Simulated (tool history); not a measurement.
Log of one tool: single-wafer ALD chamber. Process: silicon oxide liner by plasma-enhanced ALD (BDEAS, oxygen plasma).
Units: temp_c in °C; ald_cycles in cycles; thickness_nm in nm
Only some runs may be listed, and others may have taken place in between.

run,hour,temp_c,ald_cycles,thickness_nm
1,0.0,315,31,2.8068
2,6.9,315,35,3.1697
3,11.0,315,34,3.0648
4,19.9,308,34,3.1049
5,22.0,308,33,2.9940
6,25.5,303,33,3.0299
7,26.6,303,32,2.9383

Run 8, settings as shown, results not yet in. Your forecast:
8,27.4,303,31,?

thickness_nm: 2.8517 nm
